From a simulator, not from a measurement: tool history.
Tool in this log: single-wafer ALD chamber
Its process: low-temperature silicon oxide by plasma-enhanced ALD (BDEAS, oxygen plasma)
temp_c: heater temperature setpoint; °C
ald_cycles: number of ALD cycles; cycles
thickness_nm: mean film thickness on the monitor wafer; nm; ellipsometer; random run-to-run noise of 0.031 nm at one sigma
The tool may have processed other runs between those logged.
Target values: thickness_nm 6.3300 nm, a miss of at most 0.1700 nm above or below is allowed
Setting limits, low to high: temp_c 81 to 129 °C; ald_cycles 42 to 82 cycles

run  hour  temp_c  ald_cycles  thickness_nm
  1   0.0     105          62        7.6176
  2   7.7     106          58        7.1218
  3  15.2     106          65        7.9724
  4  21.6     106          69        8.4509
  5  30.2     113          69        8.4226
  6  31.8     118          69        8.2716
  7  37.6     119          63        7.5248
  8  42.0     120          59        7.0521
  9  43.1     120          57        6.7751
 10  44.2     120          56        6.7283
 11  46.3     120          55        6.5381
 12  53.1     120          55        6.5996

Which of these 5 next moves meets every target?
  A  59.9     127          57             ?
  B  59.9     126          57             ?
  C  59.9     119          56             ?
  D  59.9     124          60             ?
  E  59.9     121          53             ?

move  thickness_nm
   A        6.7149
   B        6.7296
   C        6.7120
   D        7.1145
   E        6.3252
A: lands further from the targets than the last run did
B: lands further from the targets than the last run did
C: lands further from the targets than the last run did
D: lands further from the targets than the last run did
E: meets every target
Correct choice: E, which meets every target

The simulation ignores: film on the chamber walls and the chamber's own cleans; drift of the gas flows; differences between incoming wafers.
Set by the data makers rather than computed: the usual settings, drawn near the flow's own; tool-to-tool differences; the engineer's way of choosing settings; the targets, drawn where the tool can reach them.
